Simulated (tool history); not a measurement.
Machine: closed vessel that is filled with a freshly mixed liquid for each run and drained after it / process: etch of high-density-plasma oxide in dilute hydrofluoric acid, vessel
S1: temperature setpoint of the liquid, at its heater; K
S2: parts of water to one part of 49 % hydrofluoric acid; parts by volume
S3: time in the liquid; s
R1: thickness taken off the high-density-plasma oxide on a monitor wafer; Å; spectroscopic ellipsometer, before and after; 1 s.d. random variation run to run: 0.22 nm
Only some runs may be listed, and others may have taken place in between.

{"run": 1, "hour": 0.0, "S1": 296.15, "S2": 145, "S3": 900, "R1": 346.18}
{"run": 2, "hour": 3.6, "S1": 296.15, "S2": 180, "S3": 900, "R1": 270.88}
{"run": 3, "hour": 5.3, "S1": 296.65, "S2": 180, "S3": 900, "R1": 275.12}
{"run": 4, "hour": 6.6, "S1": 296.65, "S2": 230, "S3": 900, "R1": 204.61}
{"run": 5, "hour": 9.7, "S1": 296.65, "S2": 205, "S3": 900, "R1": 234.45}
{"run": 6, "hour": 14.7, "S1": 294.15, "S2": 205, "S3": 900, "R1": 214.53}

Run 7 is up next; what results do you expect?
{"run": 7, "hour": 20.3, "S1": 298.15, "S2": 200, "S3": 900, "R1": "?"}

R1: 258.22 Å
